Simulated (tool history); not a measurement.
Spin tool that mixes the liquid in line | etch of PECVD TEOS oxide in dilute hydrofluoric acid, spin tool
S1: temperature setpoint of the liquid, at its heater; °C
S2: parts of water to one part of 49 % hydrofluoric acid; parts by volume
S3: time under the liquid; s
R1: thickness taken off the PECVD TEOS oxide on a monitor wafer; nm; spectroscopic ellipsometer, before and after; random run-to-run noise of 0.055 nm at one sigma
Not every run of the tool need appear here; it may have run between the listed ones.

run  hour    S1   S2  S3      R1
  1   0.0  24.0  165  65  8.9751
  2   2.8  24.0  165  70  9.4954
  3   5.5  24.0  210  70  7.2208
  4   7.0  23.0  210  70  6.9214
  5   7.6  21.0  210  70  6.4997
  6  13.3  22.5  210  70  6.7079
  7  19.8  22.0  210  70  6.6428
  8  21.6  21.5  210  70  6.6157

What will run 9 give?
  9  29.9  21.0  210  70   ?

R1: 6.4249 nm
